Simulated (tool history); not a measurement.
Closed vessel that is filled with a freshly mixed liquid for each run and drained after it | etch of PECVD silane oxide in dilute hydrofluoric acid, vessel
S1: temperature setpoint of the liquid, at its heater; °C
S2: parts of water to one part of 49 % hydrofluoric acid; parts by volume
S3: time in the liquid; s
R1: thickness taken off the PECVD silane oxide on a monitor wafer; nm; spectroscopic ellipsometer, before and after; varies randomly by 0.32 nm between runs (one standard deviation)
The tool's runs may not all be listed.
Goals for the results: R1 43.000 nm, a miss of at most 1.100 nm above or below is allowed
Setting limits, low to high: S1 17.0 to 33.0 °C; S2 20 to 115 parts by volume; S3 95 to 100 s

| run | hour | S1 | S2 | S3 | R1 |
|---|---|---|---|---|---|
| 1 | 0.0 | 25.0 | 65 | 95 | 36.018 |
| 2 | 3.0 | 25.0 | 50 | 95 | 48.221 |
| 3 | 7.2 | 25.0 | 50 | 100 | 51.169 |
| 4 | 10.4 | 24.5 | 50 | 100 | 49.049 |
| 5 | 18.6 | 24.0 | 50 | 100 | 48.787 |
| 6 | 22.4 | 24.0 | 50 | 100 | 48.165 |
| 7 | 25.9 | 23.5 | 50 | 100 | 47.432 |
| 8 | 27.8 | 23.5 | 50 | 100 | 47.088 |

Exactly one of the 4 candidate moves below puts every result within its allowed miss. Which one?
| A | 29.7 | 27.0 | 50 | 95 | ? |
| B | 29.7 | 23.0 | 50 | 100 | ? |
| C | 29.7 | 23.0 | 40 | 95 | ? |
| D | 29.7 | 22.5 | 50 | 95 | ? |

| move | R1 |
|---|---|
| A | 51.038 |
| B | 45.629 |
| C | 54.894 |
| D | 42.456 |
A: misses by more than the last run did
B: closes in on the targets versus the last run, not all within tolerance yet
C: misses by more than the last run did
D: hits every target within its allowed miss
Correct choice: D, which meets every target
